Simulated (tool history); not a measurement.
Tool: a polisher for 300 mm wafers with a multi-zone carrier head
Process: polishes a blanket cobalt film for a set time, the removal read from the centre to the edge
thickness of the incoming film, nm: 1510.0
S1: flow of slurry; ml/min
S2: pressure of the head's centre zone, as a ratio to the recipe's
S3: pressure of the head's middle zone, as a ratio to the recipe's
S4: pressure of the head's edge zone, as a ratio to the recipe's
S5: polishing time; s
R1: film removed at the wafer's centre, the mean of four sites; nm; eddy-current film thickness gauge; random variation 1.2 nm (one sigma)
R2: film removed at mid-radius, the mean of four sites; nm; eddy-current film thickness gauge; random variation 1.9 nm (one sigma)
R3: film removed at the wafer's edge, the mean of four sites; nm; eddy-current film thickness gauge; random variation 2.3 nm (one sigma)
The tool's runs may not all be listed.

run,hour,S1,S2,S3,S4,S5,R1,R2,R3
1,0,175,1,1,1,53,205.34,201.21,210.58
2,5.4,175,1,1.06,1,53,205.01,212.98,211.11
3,9.4,175,1.01,1.04,0.98,51,199.44,197.48,194.86
4,12.9,170,1.01,1.02,0.96,50,193.77,193.94,195.02
5,14.3,170,1.01,1.1,0.96,50,195,208.39,194.8
6,18.7,170,0.98,1.1,0.96,50,188.66,207.33,193.66
7,25.2,175,0.99,1.07,0.95,49,187,201.9,185.27
8,29.7,175,1,1.04,0.94,48,186.33,193.37,187.11
9,33.3,175,1.02,1.03,0.94,46,180.61,180.87,175.93

Run 10 comes next. What will it give?
10,39.9,175,1.03,1.01,0.93,45,?,?,?

{"run 10": {"R1": 177.59, "R2": 176.07, "R3": 173.14}}
